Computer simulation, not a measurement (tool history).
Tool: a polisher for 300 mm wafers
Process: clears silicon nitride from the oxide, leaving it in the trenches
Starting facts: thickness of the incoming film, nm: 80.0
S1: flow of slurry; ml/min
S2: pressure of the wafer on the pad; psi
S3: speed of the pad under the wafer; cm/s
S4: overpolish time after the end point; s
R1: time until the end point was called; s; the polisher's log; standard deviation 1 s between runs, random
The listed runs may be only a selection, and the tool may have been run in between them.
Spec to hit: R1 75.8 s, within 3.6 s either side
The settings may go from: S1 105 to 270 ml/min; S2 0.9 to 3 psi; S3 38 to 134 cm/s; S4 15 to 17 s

run	day	S1	S2	S3	S4	R1
1	0	175	1.9	86	15	145.69
2	0.325	175	2.1	88	15	131.32
3	0.45	175	2.3	90	15	119.19
4	0.592	215	2.3	90	15	116.25
5	0.842	215	2.4	92	15	110.2
6	0.95	215	2.5	94	15	101.57
7	1.038	215	2.6	96	15	98.778
8	1.125	215	2.7	98	15	94.031
9	1.471	215	2.8	100	15	87.659
10	1.512	215	2.8	102	15	86.234
11	1.738	215	2.9	106	15	79.55

4 candidate next runs follow, results not yet known. Just one meets every target within its allowed miss. Identify it.
A	1.962	175	2.9	106	15	?
B	1.962	230	2.8	106	16	?
C	1.962	230	2.9	102	15	?
D	1.962	225	3	108	15	?

move	R1
A	80.149
B	80.279
C	80.872
D	74.442
A: the biggest miss grows against the last run
B: the biggest miss grows against the last run
C: the biggest miss grows against the last run
D: every result lands within tolerance
So the answer is move D, the one that meets all the targets.
